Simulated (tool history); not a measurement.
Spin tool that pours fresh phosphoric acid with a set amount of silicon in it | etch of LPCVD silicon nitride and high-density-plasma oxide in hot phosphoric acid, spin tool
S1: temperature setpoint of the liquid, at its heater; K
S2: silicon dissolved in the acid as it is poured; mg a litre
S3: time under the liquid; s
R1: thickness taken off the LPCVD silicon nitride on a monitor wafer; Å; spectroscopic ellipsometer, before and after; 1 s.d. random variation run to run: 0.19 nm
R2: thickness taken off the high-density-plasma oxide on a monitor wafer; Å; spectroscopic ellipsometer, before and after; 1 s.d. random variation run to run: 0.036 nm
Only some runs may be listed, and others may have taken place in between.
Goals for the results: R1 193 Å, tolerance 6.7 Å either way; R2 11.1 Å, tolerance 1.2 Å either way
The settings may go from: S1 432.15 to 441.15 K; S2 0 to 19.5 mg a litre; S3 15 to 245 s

Run 1, hour 0: S1 437.15 K, S2 8.5 mg a litre, S3 125 s. Result: R1 157.09 Å, R2 8.4121 Å.
Run 2, hour 4.7: S1 437.15 K, S2 4 mg a litre, S3 125 s. Result: R1 156.65 Å, R2 8.7413 Å.
Run 3, hour 12.5: S1 437.15 K, S2 2.5 mg a litre, S3 125 s. Result: R1 158.41 Å, R2 8.8386 Å.
Run 4, hour 17.5: S1 437.15 K, S2 0 mg a litre, S3 125 s. Result: R1 153.84 Å, R2 9.7956 Å.
Run 5, hour 21.9: S1 437.65 K, S2 2 mg a litre, S3 130 s. Result: R1 168.05 Å, R2 10.536 Å.
Run 6, hour 29.3: S1 436.65 K, S2 2 mg a litre, S3 130 s. Result: R1 159.15 Å, R2 8.7644 Å.
Run 7, hour 32.8: S1 437.15 K, S2 3.5 mg a litre, S3 135 s. Result: R1 170.61 Å, R2 9.3537 Å.
Run 8, hour 37.9: S1 437.65 K, S2 4 mg a litre, S3 135 s. Result: R1 173.71 Å, R2 9.3197 Å.
Run 9, hour 44.8: S1 438.15 K, S2 3 mg a litre, S3 135 s. Result: R1 173.85 Å, R2 9.6209 Å.
Run 10, hour 52.8: S1 438.65 K, S2 2 mg a litre, S3 140 s. Result: R1 185.1 Å, R2 11.733 Å.

4 candidate next runs follow, results not yet known. Just one meets every target within its allowed miss. Identify it.
Run A, hour 60.8: S1 440.15 K, S2 0 mg a litre, S3 140 s. Result: R1 ?, R2 ?.
Run B, hour 60.8: S1 439.15 K, S2 5 mg a litre, S3 145 s. Result: R1 ?, R2 ?.
Run C, hour 60.8: S1 438.15 K, S2 0 mg a litre, S3 135 s. Result: R1 ?, R2 ?.
Run D, hour 60.8: S1 441.15 K, S2 3 mg a litre, S3 135 s. Result: R1 ?, R2 ?.

move      R1      R2
   A   196.9  13.101
   B   197.4  11.479
   C  177.86  10.937
   D  196.13  12.831
A: the furthest-off result lands on target, but another misses its tolerance
B: every result within its allowed miss
C: further off than the last run
D: the furthest-off result lands on target, but another misses its tolerance
Move B is the one to make.
